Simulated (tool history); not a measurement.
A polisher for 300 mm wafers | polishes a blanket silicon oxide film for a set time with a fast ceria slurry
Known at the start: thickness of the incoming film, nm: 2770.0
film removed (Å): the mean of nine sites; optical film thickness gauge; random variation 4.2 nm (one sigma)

run,hour,flow of slurry (ml/min),pressure of the wafer on the pad (psi),speed of the pad under the wafer (cm/s),polishing time (s),film removed (Å)
1,0,225,3.5,106,62,11760
2,5.3,225,3.2,106,62,10641
3,11.1,220,2.7,102,62,8673.3
4,17.1,215,2.4,100,62,7584.3
5,25.7,205,2.2,100,62,7006.6
6,30.6,195,2,100,62,6320.7
7,33.9,180,2,100,62,6212.6
8,38.2,180,2,100,62,6296.7
9,46,170,1.6,100,62,4974.4
10,53.5,190,1.6,100,62,5076.3
11,55.9,190,1.7,100,62,5384.3
12,64.4,200,1.7,100,62,5453.8

Run 13 comes next. What will it give?
13,71.7,205,1.7,100,62,?

Run 13 gave film removed (Å) 5398.9.
